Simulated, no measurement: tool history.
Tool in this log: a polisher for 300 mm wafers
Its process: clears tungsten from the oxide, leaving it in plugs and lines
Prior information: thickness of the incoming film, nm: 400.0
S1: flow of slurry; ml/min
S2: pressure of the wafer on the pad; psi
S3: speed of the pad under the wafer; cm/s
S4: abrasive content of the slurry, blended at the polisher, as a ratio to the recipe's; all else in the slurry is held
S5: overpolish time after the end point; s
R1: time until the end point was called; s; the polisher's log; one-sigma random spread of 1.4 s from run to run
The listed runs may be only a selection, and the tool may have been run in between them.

run 1 hour=0.0 | S1=205 S2=3.5 S3=122 S4=1.0 S5=39 | R1=58.874
run 2 hour=4.9 | S1=205 S2=3.5 S3=140 S4=1.0 S5=39 | R1=51.399
run 3 hour=12.9 | S1=205 S2=3.2 S3=138 S4=1.0 S5=39 | R1=57.763
run 4 hour=18.8 | S1=205 S2=3.6 S3=138 S4=1.0 S5=39 | R1=51.360
run 5 hour=26.5 | S1=205 S2=3.6 S3=138 S4=1.2 S5=39 | R1=48.633
run 6 hour=27.3 | S1=205 S2=3.6 S3=138 S4=1.2 S5=42 | R1=48.643
run 7 hour=34.8 | S1=205 S2=3.3 S3=136 S4=1.2 S5=42 | R1=53.030
run 8 hour=36.2 | S1=205 S2=3.0 S3=134 S4=1.2 S5=42 | R1=60.550

Run 9 has not been measured yet. What should we expect?
run 9 hour=40.9 | S1=205 S2=2.8 S3=134 S4=1.2 S5=42 | R1=?

{"run 9": {"R1": 64.05}}
